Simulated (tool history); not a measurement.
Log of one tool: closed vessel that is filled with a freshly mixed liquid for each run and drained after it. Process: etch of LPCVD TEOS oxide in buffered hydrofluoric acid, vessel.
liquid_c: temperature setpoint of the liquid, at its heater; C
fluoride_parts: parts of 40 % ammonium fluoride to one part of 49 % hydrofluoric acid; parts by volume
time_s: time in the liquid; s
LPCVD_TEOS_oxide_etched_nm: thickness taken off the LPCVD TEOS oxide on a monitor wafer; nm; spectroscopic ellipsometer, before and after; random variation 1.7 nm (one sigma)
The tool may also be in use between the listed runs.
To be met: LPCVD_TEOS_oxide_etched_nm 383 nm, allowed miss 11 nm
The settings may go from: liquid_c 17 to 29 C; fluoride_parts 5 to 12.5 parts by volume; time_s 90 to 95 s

run    day  liquid_c  fluoride_parts  time_s  LPCVD_TEOS_oxide_etched_nm
  1      0        21             7.5      90                      502.32
  2  0.375      20.5             7.5      90                       484.2
  3  0.525      20.5             7.5      90                      485.15
  4  0.875      20.5             7.5      95                      515.84
  5  1.125        20             7.5      95                      495.91
  6  1.442        20               6      95                      610.73
  7  1.817      19.5             6.5      95                      560.26
  8  2.133        19               7      95                      505.65
  9  2.171      18.5               7      95                      495.39
 10  2.488      17.5               8      95                      406.26

5 next moves are on the table. One of them brings every result within its allowed miss. Which?
  A  2.804      18.5             8.5      95                           ?
  B  2.804        21            10.5      90                           ?
  C  2.804        19               8      90                           ?
  D  2.804      19.5            10.5      95                           ?
  E  2.804      17.5             8.5      95                           ?

move  LPCVD_TEOS_oxide_etched_nm
   A                      402.21
   B                      366.99
   C                      418.41
   D                      356.61
   E                      380.32
A: nearer than the last run, and not there yet
B: takes the result that was furthest off past its target
C: further off than the last run
D: takes the result that was furthest off past its target
E: meets every target
Answer: E

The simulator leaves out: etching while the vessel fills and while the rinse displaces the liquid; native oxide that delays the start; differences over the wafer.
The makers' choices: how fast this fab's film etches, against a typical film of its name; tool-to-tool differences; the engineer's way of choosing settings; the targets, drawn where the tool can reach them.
